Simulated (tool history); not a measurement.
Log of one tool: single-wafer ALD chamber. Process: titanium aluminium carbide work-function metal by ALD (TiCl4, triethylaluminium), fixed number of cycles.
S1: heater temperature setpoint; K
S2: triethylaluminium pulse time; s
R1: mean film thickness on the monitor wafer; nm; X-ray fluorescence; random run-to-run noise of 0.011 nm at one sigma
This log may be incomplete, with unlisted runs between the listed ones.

run	hour	S1	S2	R1
1	0	568.15	7.61	1.8063
2	3.1	562.15	7.61	1.7586
3	6.7	562.15	6.74	1.7054
4	15.3	565.15	7.2	1.7364
5	18.5	561.15	7.2	1.7006
6	25.3	555.15	7.2	1.6445
7	30.8	560.15	7.5	1.7152
8	39.6	564.15	7.77	1.7777
9	42.5	567.15	7.96	1.8128
10	50.4	570.15	8.15	1.832
11	56.6	572.15	8.44	1.8936
12	60.2	574.15	8.57	1.9104
13	63.5	576.15	8.7	1.9432
14	68	577.15	8.79	1.9482

Run 15 has not been measured yet. What should we expect?
15	69.9	578.15	8.89	?

Run 15 gave R1 1.97 nm.
